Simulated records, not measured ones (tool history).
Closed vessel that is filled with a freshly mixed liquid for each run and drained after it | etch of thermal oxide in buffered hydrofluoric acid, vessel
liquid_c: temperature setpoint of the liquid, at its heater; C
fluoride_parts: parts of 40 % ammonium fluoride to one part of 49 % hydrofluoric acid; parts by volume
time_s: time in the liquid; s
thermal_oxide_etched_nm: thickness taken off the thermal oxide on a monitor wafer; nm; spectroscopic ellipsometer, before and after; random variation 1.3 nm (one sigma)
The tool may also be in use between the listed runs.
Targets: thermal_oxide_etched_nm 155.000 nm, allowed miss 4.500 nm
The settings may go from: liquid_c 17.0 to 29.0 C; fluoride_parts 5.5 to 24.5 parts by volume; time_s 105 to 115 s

Run 1, day 0.000: liquid_c 21.0 C, fluoride_parts 15.0 parts by volume, time_s 105 s. Result: thermal_oxide_etched_nm 58.474 nm.
Run 2, day 0.117: liquid_c 22.5 C, fluoride_parts 13.5 parts by volume, time_s 105 s. Result: thermal_oxide_etched_nm 70.019 nm.
Run 3, day 0.258: liquid_c 23.5 C, fluoride_parts 12.0 parts by volume, time_s 105 s. Result: thermal_oxide_etched_nm 83.824 nm.
Run 4, day 0.421: liquid_c 23.5 C, fluoride_parts 12.0 parts by volume, time_s 115 s. Result: thermal_oxide_etched_nm 92.678 nm.
Run 5, day 0.721: liquid_c 23.5 C, fluoride_parts 8.0 parts by volume, time_s 115 s. Result: thermal_oxide_etched_nm 131.360 nm.
Run 6, day 0.850: liquid_c 24.0 C, fluoride_parts 8.0 parts by volume, time_s 115 s. Result: thermal_oxide_etched_nm 135.190 nm.
Run 7, day 1.046: liquid_c 24.0 C, fluoride_parts 8.0 parts by volume, time_s 115 s. Result: thermal_oxide_etched_nm 135.610 nm.
Run 8, day 1.067: liquid_c 24.5 C, fluoride_parts 8.0 parts by volume, time_s 115 s. Result: thermal_oxide_etched_nm 140.860 nm.

Which of these 4 next moves meets every target?
Run A, day 1.088: liquid_c 26.5 C, fluoride_parts 8.0 parts by volume, time_s 115 s. Result: thermal_oxide_etched_nm ?.
Run B, day 1.088: liquid_c 21.0 C, fluoride_parts 7.5 parts by volume, time_s 115 s. Result: thermal_oxide_etched_nm ?.
Run C, day 1.088: liquid_c 27.0 C, fluoride_parts 10.0 parts by volume, time_s 105 s. Result: thermal_oxide_etched_nm ?.
Run D, day 1.088: liquid_c 24.5 C, fluoride_parts 9.5 parts by volume, time_s 110 s. Result: thermal_oxide_etched_nm ?.

move  thermal_oxide_etched_nm
   A                  155.490
   B                  123.530
   C                  121.380
   D                  116.820
A: meets every target
B: further off than the last run
C: further off than the last run
D: further off than the last run
Answer: A
